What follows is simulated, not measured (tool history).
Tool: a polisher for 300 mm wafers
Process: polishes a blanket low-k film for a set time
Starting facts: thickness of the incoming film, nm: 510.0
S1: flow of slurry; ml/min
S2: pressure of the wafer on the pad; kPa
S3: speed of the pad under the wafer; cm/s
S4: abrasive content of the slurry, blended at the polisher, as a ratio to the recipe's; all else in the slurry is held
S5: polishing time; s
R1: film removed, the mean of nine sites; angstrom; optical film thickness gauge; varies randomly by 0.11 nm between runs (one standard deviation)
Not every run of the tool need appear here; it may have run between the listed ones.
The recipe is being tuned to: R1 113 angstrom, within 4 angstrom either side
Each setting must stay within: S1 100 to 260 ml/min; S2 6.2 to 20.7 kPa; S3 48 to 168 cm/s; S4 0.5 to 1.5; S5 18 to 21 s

run  hour   S1    S2   S3   S4  S5      R1
  1     0  165  13.1  108    1  21  84.666
  2     6  165  13.1   90    1  21  74.722
  3    11  165  13.8   90    1  21  79.101
  4    13  165  13.8   90  1.1  21  82.059
  5  21.5  165  13.8   68  1.1  21  69.088
     24.2  -- worn pad replaced by a new one
  6  24.2  165  13.8   68  0.9  21  69.163
  7  26.2  165  14.5   68  0.9  21   71.96
  8  30.3  165  15.2   68  0.9  21  74.932

Which of these 4 next moves meets every target?
  A  34.4  150    20   88   1.1  20   ?
  B  34.4  165  18.6  110  0.85  21   ?
  C  34.4  200  16.5   98  0.95  21   ?
  D  34.4  160  17.9   82   0.9  21   ?

move      R1
   A  122.33
   B  123.43
   C  111.25
   D  99.715
A: takes the result that was furthest off past its target
B: takes the result that was furthest off past its target
C: every result within its allowed miss
D: gains on the last run, yet a result remains outside its allowed miss
C is the move that brings every result within its allowed miss.
